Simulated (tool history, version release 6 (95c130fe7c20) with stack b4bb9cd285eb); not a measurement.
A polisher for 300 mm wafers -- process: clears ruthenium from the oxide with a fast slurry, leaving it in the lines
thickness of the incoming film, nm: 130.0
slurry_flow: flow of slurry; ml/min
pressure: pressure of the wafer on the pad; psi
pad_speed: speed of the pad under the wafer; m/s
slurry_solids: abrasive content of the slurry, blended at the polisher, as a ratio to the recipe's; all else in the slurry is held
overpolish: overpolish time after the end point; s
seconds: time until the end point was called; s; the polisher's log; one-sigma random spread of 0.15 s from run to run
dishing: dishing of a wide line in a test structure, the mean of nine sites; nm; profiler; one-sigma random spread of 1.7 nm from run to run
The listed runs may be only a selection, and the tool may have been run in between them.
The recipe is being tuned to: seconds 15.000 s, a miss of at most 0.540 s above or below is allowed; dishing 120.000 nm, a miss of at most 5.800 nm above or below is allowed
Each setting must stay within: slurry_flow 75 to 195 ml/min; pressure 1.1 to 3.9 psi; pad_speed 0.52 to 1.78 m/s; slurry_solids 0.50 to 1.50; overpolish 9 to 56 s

| run | hour | slurry_flow | pressure | pad_speed | slurry_solids | overpolish | seconds | dishing |
|---|---|---|---|---|---|---|---|---|
| 1 | 0.0 | 125 | 2.5 | 1.14 | 1.00 | 29 | 25.768 | 81.259 |
| 2 | 2.7 | 130 | 2.7 | 1.14 | 1.00 | 29 | 24.404 | 87.161 |
| 3 | 4.4 | 145 | 2.7 | 1.14 | 1.00 | 29 | 23.532 | 87.639 |
| 4 | 6.8 | 145 | 2.7 | 1.14 | 0.85 | 29 | 25.401 | 83.918 |
| 5 | 14.1 | 150 | 3.0 | 1.16 | 0.85 | 29 | 22.451 | 88.521 |
| 6 | 16.7 | 150 | 3.0 | 1.16 | 1.05 | 29 | 20.787 | 94.587 |
| 7 | 17.6 | 150 | 3.2 | 1.16 | 1.05 | 29 | 19.271 | 98.868 |
| 8 | 24.5 | 150 | 3.3 | 1.16 | 1.05 | 29 | 19.259 | 101.780 |
| 9 | 32.3 | 155 | 3.4 | 1.18 | 1.05 | 29 | 18.239 | 102.950 |
| 10 | 35.4 | 155 | 3.5 | 1.20 | 1.05 | 29 | 17.650 | 107.520 |
| 11 | 38.1 | 160 | 3.6 | 1.20 | 1.05 | 29 | 17.183 | 108.760 |
| 12 | 40.2 | 160 | 3.7 | 1.22 | 1.05 | 29 | 16.330 | 110.110 |
| 13 | 42.8 | 165 | 3.8 | 1.24 | 1.05 | 30 | 15.731 | 114.330 |

Which single option among these 4 for the next run brings every result within its allowed miss of target? Just one does.
| A | 45.4 | 165 | 3.2 | 1.40 | 1.10 | 33 | ? | ? |
| B | 45.4 | 150 | 3.4 | 1.24 | 1.20 | 29 | ? | ? |
| C | 45.4 | 165 | 3.7 | 1.30 | 1.10 | 27 | ? | ? |
| D | 45.4 | 145 | 3.8 | 1.34 | 1.05 | 31 | ? | ? |

| move | seconds | dishing |
|---|---|---|
| A | 15.944 | 119.040 |
| B | 16.791 | 108.000 |
| C | 15.094 | 110.160 |
| D | 14.889 | 119.400 |
A: further off than the last run
B: further off than the last run
C: corrects the largest miss of the last run, while another result sits out of spec
D: all results in spec
D is the move that brings every result within its allowed miss.
